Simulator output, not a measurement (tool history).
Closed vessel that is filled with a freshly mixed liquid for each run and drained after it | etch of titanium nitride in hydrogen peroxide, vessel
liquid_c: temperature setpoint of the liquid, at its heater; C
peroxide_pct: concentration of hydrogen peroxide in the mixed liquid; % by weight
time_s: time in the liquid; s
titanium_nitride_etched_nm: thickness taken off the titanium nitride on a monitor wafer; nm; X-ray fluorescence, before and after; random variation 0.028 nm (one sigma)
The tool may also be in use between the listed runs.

run	hour	liquid_c	peroxide_pct	time_s	titanium_nitride_etched_nm
1	0	46	15.5	575	12.422
2	5.8	46	15.5	575	12.501
3	14.9	45	15.5	575	11.613
4	18.2	45	18.5	575	12.049
5	19.9	41.5	18.5	575	9.2765
6	22.9	47.5	18.5	575	14.479
7	28.6	46.5	18.5	575	13.47
8	30.2	45.5	18.5	575	12.485
9	37.7	44.5	18.5	575	11.631
10	40.7	44	18.5	575	11.219

Forecast run 11:
11	47	44	18.5	575	?

Run 11 gave titanium_nitride_etched_nm 11.245 nm.
